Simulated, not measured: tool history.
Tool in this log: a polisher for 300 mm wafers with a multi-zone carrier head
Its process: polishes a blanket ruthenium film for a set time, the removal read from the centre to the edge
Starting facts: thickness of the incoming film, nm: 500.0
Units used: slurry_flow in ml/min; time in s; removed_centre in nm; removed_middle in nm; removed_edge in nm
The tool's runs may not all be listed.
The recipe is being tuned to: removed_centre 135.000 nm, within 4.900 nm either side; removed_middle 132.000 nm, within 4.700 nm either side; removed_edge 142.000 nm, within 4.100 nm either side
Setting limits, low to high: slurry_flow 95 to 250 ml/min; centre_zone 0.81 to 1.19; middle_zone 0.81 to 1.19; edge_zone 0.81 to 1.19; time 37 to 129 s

run,hour,slurry_flow,centre_zone,middle_zone,edge_zone,time,removed_centre,removed_middle,removed_edge
1,0.0,160,1.00,1.00,1.00,83,95.644,94.034,96.743
2,3.3,175,1.00,1.00,1.00,83,96.733,93.431,98.289
3,8.1,175,1.00,1.00,1.00,68,80.524,75.955,79.227
4,16.0,175,1.00,1.00,1.00,79,94.693,90.921,91.136
5,17.2,175,1.00,1.00,0.93,79,93.708,89.418,88.306
6,25.2,175,1.02,1.01,1.00,88,105.030,101.440,102.770
7,27.1,180,1.03,1.01,1.05,94,113.160,108.050,111.860
8,32.1,180,1.03,1.01,1.08,100,119.720,115.330,121.460
9,38.0,180,1.03,1.01,1.08,100,123.130,114.860,121.220
10,46.7,180,1.02,1.02,1.10,104,123.400,120.700,127.070
11,48.7,185,1.02,1.02,1.12,107,128.100,123.270,134.190

5 next moves are on the table. One of them brings every result within its allowed miss. Which?
A,50.7,185,1.03,1.04,1.16,118,?,?,?
B,50.7,180,1.03,1.05,1.18,111,?,?,?
C,50.7,165,1.01,1.01,1.16,103,?,?,?
D,50.7,170,0.93,0.92,1.18,110,?,?,?
E,50.7,190,0.89,0.98,1.01,126,?,?,?

move,removed_centre,removed_middle,removed_edge
A,142.270,139.960,149.290
B,133.270,132.220,141.280
C,119.580,117.250,128.820
D,118.330,116.340,139.420
E,132.210,142.770,149.220
A: moves the result that the last run missed by most past its target, out the other side
B: every result lands within tolerance
C: lands further from the targets than the last run did
D: meets the target for the result that was furthest off, but another lies outside its allowed miss
E: moves the result that the last run missed by most past its target, out the other side
B meets every target.
